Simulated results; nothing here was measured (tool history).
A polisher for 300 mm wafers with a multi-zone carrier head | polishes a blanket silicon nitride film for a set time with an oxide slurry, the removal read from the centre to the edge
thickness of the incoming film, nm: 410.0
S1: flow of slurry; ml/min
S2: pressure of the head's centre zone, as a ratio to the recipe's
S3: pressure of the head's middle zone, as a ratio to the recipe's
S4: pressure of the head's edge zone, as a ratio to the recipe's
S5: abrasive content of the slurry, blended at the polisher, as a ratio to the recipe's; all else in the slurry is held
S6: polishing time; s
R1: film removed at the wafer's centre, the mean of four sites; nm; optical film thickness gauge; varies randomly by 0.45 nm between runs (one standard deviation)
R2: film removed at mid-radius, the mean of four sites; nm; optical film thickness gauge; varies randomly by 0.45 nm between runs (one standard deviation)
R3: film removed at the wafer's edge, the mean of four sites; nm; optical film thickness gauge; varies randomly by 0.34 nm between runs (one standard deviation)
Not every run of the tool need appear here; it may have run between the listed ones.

run	hour	S1	S2	S3	S4	S5	S6	R1	R2	R3
1	0.0	215	1.00	1.00	1.00	1.00	90	57.898	57.838	58.275
2	1.1	215	1.00	0.94	1.00	1.00	90	57.988	54.997	57.232
3	4.4	215	1.00	0.94	1.05	1.00	90	57.975	53.993	59.884
4	8.5	215	1.00	0.94	0.99	0.85	81	48.996	45.397	48.684
5	14.4	215	1.00	0.94	0.99	0.85	100	59.937	56.896	58.779
6	20.5	215	1.00	1.01	0.99	0.85	100	58.282	59.165	60.824
7	23.6	235	1.02	1.04	0.94	0.75	85	48.110	50.596	47.213
8	25.7	240	1.03	1.03	0.91	0.70	76	43.572	42.310	38.995
9	32.9	245	1.02	1.03	0.89	0.65	72	38.792	38.983	36.097

Estimate the outcome of run 10 from the log above:
10	34.9	245	1.03	1.04	0.87	0.60	69	?	?	?

Run 10 gave R1 35.599 nm, R2 36.297 nm, R3 32.357 nm.

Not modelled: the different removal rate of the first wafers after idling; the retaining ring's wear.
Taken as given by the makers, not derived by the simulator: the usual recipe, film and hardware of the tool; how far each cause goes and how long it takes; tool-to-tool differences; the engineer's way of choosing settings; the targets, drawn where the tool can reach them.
